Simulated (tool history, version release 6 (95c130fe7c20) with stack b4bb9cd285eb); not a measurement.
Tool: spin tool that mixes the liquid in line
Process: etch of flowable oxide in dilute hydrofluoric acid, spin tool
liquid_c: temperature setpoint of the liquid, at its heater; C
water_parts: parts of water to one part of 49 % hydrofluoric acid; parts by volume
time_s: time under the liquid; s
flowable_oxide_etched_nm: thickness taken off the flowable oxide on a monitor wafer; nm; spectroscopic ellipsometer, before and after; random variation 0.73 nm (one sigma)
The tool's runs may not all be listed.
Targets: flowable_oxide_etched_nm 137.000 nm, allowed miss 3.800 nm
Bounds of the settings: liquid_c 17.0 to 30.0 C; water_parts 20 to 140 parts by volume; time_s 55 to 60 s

| run | day | liquid_c | water_parts | time_s | flowable_oxide_etched_nm |
|---|---|---|---|---|---|
| 1 | 0.000 | 22.0 | 75 | 55 | 41.014 |
| 2 | 0.246 | 23.0 | 65 | 55 | 50.267 |
| 3 | 0.608 | 25.0 | 65 | 55 | 54.376 |
| 4 | 0.738 | 26.5 | 65 | 55 | 57.296 |
| 5 | 1.071 | 27.0 | 60 | 55 | 63.724 |
| 6 | 1.317 | 27.0 | 60 | 55 | 64.268 |
| 7 | 1.383 | 27.5 | 55 | 55 | 71.538 |
| 8 | 1.450 | 28.0 | 50 | 55 | 81.624 |
| 9 | 1.683 | 28.5 | 45 | 55 | 92.849 |
| 10 | 2.033 | 28.5 | 40 | 55 | 105.160 |
| 11 | 2.108 | 29.5 | 35 | 55 | 126.160 |
| 12 | 2.183 | 30.0 | 35 | 55 | 128.960 |
| 13 | 2.225 | 30.0 | 30 | 55 | 150.660 |
| 14 | 2.417 | 30.0 | 30 | 55 | 150.630 |
| 15 | 2.475 | 29.5 | 30 | 55 | 148.090 |

4 next moves are on the table. One of them brings every result within its allowed miss. Which?
| A | 2.533 | 30.0 | 30 | 55 | ? |
| B | 2.533 | 26.0 | 30 | 55 | ? |
| C | 2.533 | 30.0 | 30 | 60 | ? |
| D | 2.533 | 27.5 | 30 | 55 | ? |

| move | flowable_oxide_etched_nm |
|---|---|
| A | 150.350 |
| B | 127.800 |
| C | 164.020 |
| D | 135.900 |
A: further off than the last run
B: takes the result that was furthest off past its target
C: further off than the last run
D: meets every target
The right move is D.

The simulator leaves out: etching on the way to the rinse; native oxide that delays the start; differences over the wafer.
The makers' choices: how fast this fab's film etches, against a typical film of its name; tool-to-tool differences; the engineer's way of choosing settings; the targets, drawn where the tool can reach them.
